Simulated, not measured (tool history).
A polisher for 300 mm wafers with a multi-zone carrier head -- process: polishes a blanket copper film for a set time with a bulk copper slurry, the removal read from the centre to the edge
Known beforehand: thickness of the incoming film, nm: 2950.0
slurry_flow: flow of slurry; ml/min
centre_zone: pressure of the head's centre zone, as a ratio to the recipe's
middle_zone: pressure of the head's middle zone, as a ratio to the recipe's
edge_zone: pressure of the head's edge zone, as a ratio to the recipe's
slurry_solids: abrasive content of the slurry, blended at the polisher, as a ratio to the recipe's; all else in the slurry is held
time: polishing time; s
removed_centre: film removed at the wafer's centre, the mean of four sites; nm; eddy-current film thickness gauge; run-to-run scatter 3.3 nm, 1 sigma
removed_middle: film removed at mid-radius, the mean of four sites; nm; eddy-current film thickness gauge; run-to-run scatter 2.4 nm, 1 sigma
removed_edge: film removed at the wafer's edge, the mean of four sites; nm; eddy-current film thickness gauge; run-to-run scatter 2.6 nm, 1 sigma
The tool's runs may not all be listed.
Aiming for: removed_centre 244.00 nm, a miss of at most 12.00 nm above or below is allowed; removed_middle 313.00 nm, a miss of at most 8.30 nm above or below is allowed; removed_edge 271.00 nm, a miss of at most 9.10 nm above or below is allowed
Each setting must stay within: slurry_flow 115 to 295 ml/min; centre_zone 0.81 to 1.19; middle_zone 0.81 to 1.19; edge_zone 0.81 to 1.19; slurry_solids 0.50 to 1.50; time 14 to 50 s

run  hour  slurry_flow  centre_zone  middle_zone  edge_zone  slurry_solids  time  removed_centre  removed_middle  removed_edge
  1   0.0          190         1.00         1.00       1.00           1.00    32          353.52          355.31        359.13
  2   8.9          185         0.97         1.02       0.97           0.90    31          319.27          332.56        333.98
  3  15.9          185         0.97         1.02       0.97           0.75    31          299.28          315.94        304.42
  4  19.7          185         0.97         1.02       0.97           0.75    26          255.08          260.09        255.10
  5  26.8          205         0.97         1.02       0.97           0.75    26          251.21          268.60        259.62
  6  31.3          220         0.97         1.04       0.97           0.75    26          253.46          274.81        265.11
  7  34.0          230         0.96         1.07       0.96           0.75    26          245.95          281.05        264.25
  8  41.7          235         0.96         1.10       0.96           0.75    26          254.33          290.87        262.19
  9  48.5          245         0.95         1.11       0.97           0.75    26          254.20          292.82        264.99
 10  52.1          250         0.93         1.12       0.97           0.75    26          245.11          298.55        266.77

Of the 5 settings listed for the next run, only one would bring every result within its allowed miss of target. Which one?
  A  55.7          230         0.91         1.18       0.99           0.80    26               ?               ?             ?
  B  55.7          215         1.04         1.17       0.93           0.75    26               ?               ?             ?
  C  55.7          220         0.99         1.19       0.85           0.80    26               ?               ?             ?
  D  55.7          280         1.06         1.19       0.88           0.50    31               ?               ?             ?
  E  55.7          285         0.95         1.18       0.96           0.80    24               ?               ?             ?

move  removed_centre  removed_middle  removed_edge
   A          247.62          311.54        271.57
   B          274.53          299.79        256.25
   C          268.14          312.23        252.10
   D          289.12          313.29        255.46
   E          244.48          293.79        251.06
A: meets every target
B: further off than the last run
C: gets the furthest-off result to its target, but another result is out of tolerance
D: gets the furthest-off result to its target, but another result is out of tolerance
E: further off than the last run
The right move is A.

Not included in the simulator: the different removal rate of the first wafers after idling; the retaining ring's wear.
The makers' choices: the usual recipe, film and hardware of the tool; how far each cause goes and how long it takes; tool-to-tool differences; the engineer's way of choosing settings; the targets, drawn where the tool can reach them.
